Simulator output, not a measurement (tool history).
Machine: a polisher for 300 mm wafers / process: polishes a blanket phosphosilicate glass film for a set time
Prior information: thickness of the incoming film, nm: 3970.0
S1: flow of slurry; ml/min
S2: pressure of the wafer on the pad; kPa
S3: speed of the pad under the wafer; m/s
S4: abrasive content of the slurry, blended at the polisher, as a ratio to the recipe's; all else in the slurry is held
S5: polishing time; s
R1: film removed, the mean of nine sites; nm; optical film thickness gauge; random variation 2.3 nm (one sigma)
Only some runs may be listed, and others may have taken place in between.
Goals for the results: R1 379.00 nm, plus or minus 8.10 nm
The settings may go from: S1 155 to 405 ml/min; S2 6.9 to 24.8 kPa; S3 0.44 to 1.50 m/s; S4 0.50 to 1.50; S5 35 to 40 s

run 1 hour=0.0 | S1=260 S2=15.9 S3=0.96 S4=1.00 S5=40 | R1=221.91
run 2 hour=6.9 | S1=210 S2=15.9 S3=0.96 S4=1.00 S5=40 | R1=213.10
run 3 hour=9.1 | S1=210 S2=15.9 S3=0.96 S4=0.90 S5=40 | R1=205.87
run 4 hour=16.7 | S1=210 S2=15.9 S3=0.96 S4=0.90 S5=35 | R1=182.08
run 5 hour=25.0 | S1=240 S2=17.9 S3=0.98 S4=0.90 S5=35 | R1=210.78
run 6 hour=27.7 | S1=205 S2=17.9 S3=0.98 S4=0.90 S5=35 | R1=206.53
run 7 hour=31.0 | S1=230 S2=19.3 S3=1.04 S4=0.90 S5=35 | R1=234.86
run 8 hour=39.0 | S1=250 S2=20.7 S3=1.08 S4=0.90 S5=35 | R1=258.84
run 9 hour=40.4 | S1=265 S2=21.4 S3=1.12 S4=0.90 S5=35 | R1=275.84
run 10 hour=45.1 | S1=270 S2=22.1 S3=1.16 S4=0.90 S5=35 | R1=291.11
run 11 hour=45.9 | S1=275 S2=22.8 S3=1.20 S4=0.90 S5=35 | R1=306.90
run 12 hour=51.5 | S1=280 S2=23.4 S3=1.24 S4=0.90 S5=35 | R1=324.81

Of the 4 settings listed for the next run, only one would bring every result within its allowed miss of target. Which one?
run A hour=57.1 | S1=280 S2=20.7 S3=1.06 S4=1.00 S5=36 | R1=?
run B hour=57.1 | S1=250 S2=23.4 S3=1.22 S4=1.05 S5=36 | R1=?
run C hour=57.1 | S1=305 S2=24.8 S3=1.26 S4=0.90 S5=38 | R1=?
run D hour=57.1 | S1=275 S2=19.3 S3=1.24 S4=1.10 S5=37 | R1=?

move=A R1=277.00
move=B R1=344.58
move=C R1=381.99
move=D R1=303.84
A: lands further from the targets than the last run did
B: closer than the last run, but not yet in spec
C: all results in spec
D: lands further from the targets than the last run did
Go with C: it meets all targets.

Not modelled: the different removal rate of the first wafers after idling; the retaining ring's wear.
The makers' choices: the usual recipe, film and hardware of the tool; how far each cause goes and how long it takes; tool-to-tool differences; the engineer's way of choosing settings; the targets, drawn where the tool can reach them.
